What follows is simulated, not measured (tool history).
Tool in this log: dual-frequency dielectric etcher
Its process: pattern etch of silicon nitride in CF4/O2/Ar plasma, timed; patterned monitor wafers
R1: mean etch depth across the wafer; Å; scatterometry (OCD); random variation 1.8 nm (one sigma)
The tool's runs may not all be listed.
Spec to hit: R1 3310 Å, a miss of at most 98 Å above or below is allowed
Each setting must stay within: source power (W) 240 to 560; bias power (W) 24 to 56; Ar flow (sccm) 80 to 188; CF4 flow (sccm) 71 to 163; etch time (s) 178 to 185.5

{"run": 1, "hour": 0.0, "source power (W)": 400, "bias power (W)": 40, "Ar flow (sccm)": 134, "CF4 flow (sccm)": 117, "etch time (s)": 178, "R1": 2670.6}
{"run": 2, "hour": 4.6, "source power (W)": 400, "bias power (W)": 40, "Ar flow (sccm)": 122, "CF4 flow (sccm)": 117, "etch time (s)": 178, "R1": 2706.4}
{"run": 3, "hour": 13.2, "source power (W)": 400, "bias power (W)": 40, "Ar flow (sccm)": 104, "CF4 flow (sccm)": 117, "etch time (s)": 178, "R1": 2778.8}
{"run": 4, "hour": 14.5, "source power (W)": 400, "bias power (W)": 40, "Ar flow (sccm)": 104, "CF4 flow (sccm)": 117, "etch time (s)": 178, "R1": 2753.9}
{"run": 5, "hour": 20.1, "source power (W)": 420, "bias power (W)": 40, "Ar flow (sccm)": 104, "CF4 flow (sccm)": 117, "etch time (s)": 178, "R1": 2900.9}
{"run": 6, "hour": 28.3, "source power (W)": 420, "bias power (W)": 40, "Ar flow (sccm)": 94, "CF4 flow (sccm)": 117, "etch time (s)": 178, "R1": 2943.2}
{"run": 7, "hour": 31.8, "source power (W)": 430, "bias power (W)": 40, "Ar flow (sccm)": 94, "CF4 flow (sccm)": 117, "etch time (s)": 178, "R1": 2978.7}
{"run": 8, "hour": 36.2, "source power (W)": 440, "bias power (W)": 40, "Ar flow (sccm)": 94, "CF4 flow (sccm)": 117, "etch time (s)": 178, "R1": 3114.2}
{"run": 9, "hour": 41.5, "source power (W)": 450, "bias power (W)": 40, "Ar flow (sccm)": 94, "CF4 flow (sccm)": 117, "etch time (s)": 178, "R1": 3159.3}

Next run, 4 choices. One meets every target within its allowed miss, the rest don't. Which?
{"run": "A", "hour": 46.8, "source power (W)": 470, "bias power (W)": 45, "Ar flow (sccm)": 93, "CF4 flow (sccm)": 118, "etch time (s)": 180.5, "R1": "?"}
{"run": "B", "hour": 46.8, "source power (W)": 500, "bias power (W)": 40, "Ar flow (sccm)": 109, "CF4 flow (sccm)": 102, "etch time (s)": 181.5, "R1": "?"}
{"run": "C", "hour": 46.8, "source power (W)": 420, "bias power (W)": 38, "Ar flow (sccm)": 90, "CF4 flow (sccm)": 112, "etch time (s)": 185.5, "R1": "?"}
{"run": "D", "hour": 46.8, "source power (W)": 460, "bias power (W)": 39, "Ar flow (sccm)": 96, "CF4 flow (sccm)": 118, "etch time (s)": 183, "R1": "?"}

move=A R1=3540.3
move=B R1=3452.6
move=C R1=2977.7
move=D R1=3268.5
A: pushes the last run's worst result past its target
B: pushes the last run's worst result past its target
C: the biggest miss grows against the last run
D: hits every target within its allowed miss
D is the move that brings every result within its allowed miss.
